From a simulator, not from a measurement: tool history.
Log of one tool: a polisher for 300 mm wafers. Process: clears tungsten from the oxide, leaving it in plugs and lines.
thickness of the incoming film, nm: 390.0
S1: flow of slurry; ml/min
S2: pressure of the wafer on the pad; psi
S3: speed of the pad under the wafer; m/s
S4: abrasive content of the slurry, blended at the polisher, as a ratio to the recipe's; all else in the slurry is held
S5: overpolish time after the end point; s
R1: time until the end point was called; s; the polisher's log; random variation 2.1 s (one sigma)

Run 1, hour 0: S1 225 ml/min, S2 3.3 psi, S3 0.96 m/s, S4 1, S5 8 s. Result: R1 88.285 s.
Run 2, hour 1.6: S1 225 ml/min, S2 3.3 psi, S3 0.96 m/s, S4 0.9, S5 8 s. Result: R1 91.32 s.
Run 3, hour 10.4: S1 225 ml/min, S2 2.9 psi, S3 0.94 m/s, S4 0.9, S5 8 s. Result: R1 104.64 s.
Run 4, hour 18.5: S1 225 ml/min, S2 2.9 psi, S3 0.94 m/s, S4 0.9, S5 8 s. Result: R1 105.33 s.
Run 5, hour 27.4: S1 225 ml/min, S2 2.9 psi, S3 0.94 m/s, S4 1, S5 8 s. Result: R1 102.27 s.
Run 6, hour 32.1: S1 225 ml/min, S2 2.6 psi, S3 0.94 m/s, S4 1, S5 8 s. Result: R1 112.52 s.
Run 7, hour 35.3: S1 225 ml/min, S2 2.4 psi, S3 0.94 m/s, S4 1, S5 8 s. Result: R1 119.96 s.

Run 8 comes next. What will it give?
Run 8, hour 36.1: S1 225 ml/min, S2 2.2 psi, S3 0.94 m/s, S4 1, S5 8 s. Result: R1 ?.

R1: 130.61 s
